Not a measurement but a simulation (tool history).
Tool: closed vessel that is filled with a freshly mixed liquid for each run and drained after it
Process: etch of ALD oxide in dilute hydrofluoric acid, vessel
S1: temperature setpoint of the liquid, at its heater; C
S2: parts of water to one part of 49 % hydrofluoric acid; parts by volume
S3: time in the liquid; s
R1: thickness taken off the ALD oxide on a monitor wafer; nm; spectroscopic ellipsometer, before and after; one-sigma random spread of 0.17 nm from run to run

run	hour	S1	S2	S3	R1
1	0.0	23.0	55	90	41.314
2	3.4	21.0	60	90	34.436
3	5.9	18.5	60	90	30.843
4	8.8	20.0	60	90	32.902
5	16.4	20.0	60	95	34.667
6	17.9	17.0	60	95	30.456

Expected results for the next run?
7	19.5	17.0	60	95	?

R1: 30.682 nm
